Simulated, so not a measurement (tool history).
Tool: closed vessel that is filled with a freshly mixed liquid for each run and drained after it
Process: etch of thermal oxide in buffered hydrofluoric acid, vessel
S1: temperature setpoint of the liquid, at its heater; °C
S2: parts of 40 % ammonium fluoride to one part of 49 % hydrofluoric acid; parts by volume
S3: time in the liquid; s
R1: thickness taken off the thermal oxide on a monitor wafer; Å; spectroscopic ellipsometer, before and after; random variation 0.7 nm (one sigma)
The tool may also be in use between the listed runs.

run,hour,S1,S2,S3,R1
1,0,24,9.5,90,1052.5
2,7.4,23,9.5,90,1019.4
3,11.6,23,9.5,95,1064
4,14.3,23,9.5,95,1069.7
5,18.4,23,9.5,95,1071.4
6,26.9,23,8.5,95,1176.2
7,30.6,22,9,95,1050

Forecast run 8:
8,37.9,21,9,95,?

{"run 8": {"R1": 987.8}}

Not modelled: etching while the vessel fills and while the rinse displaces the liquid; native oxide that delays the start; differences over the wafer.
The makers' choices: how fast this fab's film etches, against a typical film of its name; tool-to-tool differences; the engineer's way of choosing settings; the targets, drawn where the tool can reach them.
